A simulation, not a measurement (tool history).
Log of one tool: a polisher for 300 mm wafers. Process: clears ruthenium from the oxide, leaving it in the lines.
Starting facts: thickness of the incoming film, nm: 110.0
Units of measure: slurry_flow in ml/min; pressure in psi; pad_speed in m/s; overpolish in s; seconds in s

run  hour  slurry_flow  pressure  pad_speed  overpolish  seconds
  1   0.0          205       2.0       0.78          13   105.68
  2   3.0          205       1.6       0.78          13   128.26
  3   8.6          205       1.8       0.78          13   118.36
  4  10.9          205       1.9       0.78          13   112.04
  5  18.0          205       1.9       0.78          13   110.17
  6  22.7          205       2.0       0.78          13   105.06

Predict the results of run 7:
  7  29.3          205       2.1       0.78          13        ?

seconds: 100.90 s

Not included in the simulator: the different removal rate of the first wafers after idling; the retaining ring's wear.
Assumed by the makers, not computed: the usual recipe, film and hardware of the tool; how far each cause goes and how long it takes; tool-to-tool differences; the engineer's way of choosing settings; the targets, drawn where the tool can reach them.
